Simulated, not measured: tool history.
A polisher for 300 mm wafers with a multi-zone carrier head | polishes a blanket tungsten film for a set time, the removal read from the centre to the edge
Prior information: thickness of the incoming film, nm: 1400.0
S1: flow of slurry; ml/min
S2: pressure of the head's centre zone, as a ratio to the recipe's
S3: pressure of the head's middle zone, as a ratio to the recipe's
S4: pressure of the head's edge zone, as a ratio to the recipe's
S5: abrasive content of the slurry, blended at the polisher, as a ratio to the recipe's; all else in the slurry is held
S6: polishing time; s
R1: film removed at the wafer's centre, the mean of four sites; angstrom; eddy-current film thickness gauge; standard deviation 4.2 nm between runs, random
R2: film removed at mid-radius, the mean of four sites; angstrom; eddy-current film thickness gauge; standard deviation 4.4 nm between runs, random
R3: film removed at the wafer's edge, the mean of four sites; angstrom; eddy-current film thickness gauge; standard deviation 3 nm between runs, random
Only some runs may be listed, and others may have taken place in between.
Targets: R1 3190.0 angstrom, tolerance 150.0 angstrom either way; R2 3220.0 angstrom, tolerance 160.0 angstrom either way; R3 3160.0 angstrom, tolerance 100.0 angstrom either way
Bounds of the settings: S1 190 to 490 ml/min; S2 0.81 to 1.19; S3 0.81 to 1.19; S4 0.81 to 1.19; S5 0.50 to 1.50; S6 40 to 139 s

Run 1, hour 0.0: S1 315 ml/min, S2 1.00, S3 1.00, S4 1.00, S5 1.00, S6 89 s. Result: R1 4251.5 angstrom, R2 4293.7 angstrom, R3 4223.0 angstrom.
Run 2, hour 0.8: S1 315 ml/min, S2 0.99, S3 0.99, S4 0.97, S5 0.85, S6 86 s. Result: R1 3880.3 angstrom, R2 3750.5 angstrom, R3 3770.9 angstrom.
Run 3, hour 6.3: S1 280 ml/min, S2 0.99, S3 0.99, S4 0.97, S5 0.85, S6 86 s. Result: R1 3806.0 angstrom, R2 3713.9 angstrom, R3 3815.6 angstrom.
Run 4, hour 10.4: S1 280 ml/min, S2 0.99, S3 0.99, S4 0.97, S5 0.85, S6 68 s. Result: R1 3088.2 angstrom, R2 3053.5 angstrom, R3 2922.1 angstrom.
Run 5, hour 19.0: S1 280 ml/min, S2 0.99, S3 0.99, S4 0.97, S5 0.85, S6 47 s. Result: R1 2032.7 angstrom, R2 2043.5 angstrom, R3 2087.3 angstrom.
Run 6, hour 21.5: S1 280 ml/min, S2 1.02, S3 1.01, S4 0.99, S5 1.05, S6 51 s. Result: R1 2526.3 angstrom, R2 2431.5 angstrom, R3 2434.9 angstrom.
Run 7, hour 26.0: S1 280 ml/min, S2 1.02, S3 1.04, S4 1.02, S5 1.15, S6 52 s. Result: R1 2695.9 angstrom, R2 2659.7 angstrom, R3 2556.3 angstrom.
Run 8, hour 32.8: S1 285 ml/min, S2 1.01, S3 1.04, S4 1.06, S5 1.25, S6 53 s. Result: R1 2721.7 angstrom, R2 2780.2 angstrom, R3 2771.4 angstrom.

Next run, 4 choices. One meets every target within its allowed miss, the rest don't. Which?
Run A, hour 39.6: S1 305 ml/min, S2 1.02, S3 1.03, S4 1.03, S5 1.40, S6 59 s. Result: R1 ?, R2 ?, R3 ?.
Run B, hour 39.6: S1 290 ml/min, S2 1.13, S3 1.11, S4 0.90, S5 1.35, S6 63 s. Result: R1 ?, R2 ?, R3 ?.
Run C, hour 39.6: S1 360 ml/min, S2 1.17, S3 1.06, S4 0.93, S5 1.05, S6 63 s. Result: R1 ?, R2 ?, R3 ?.
Run D, hour 39.6: S1 290 ml/min, S2 1.08, S3 1.11, S4 0.95, S5 1.35, S6 56 s. Result: R1 ?, R2 ?, R3 ?.

move      R1      R2      R3
   A  3130.2  3186.2  3175.1
   B  3651.1  3570.9  3160.7
   C  3538.1  3207.6  2984.5
   D  3100.8  3174.8  2870.5
A: every result within its allowed miss
B: the worst result of the last run now meets its target, but another is out of spec
C: gains on the last run, yet a result remains outside its allowed miss
D: gains on the last run, yet a result remains outside its allowed miss
Move A is the one to make.
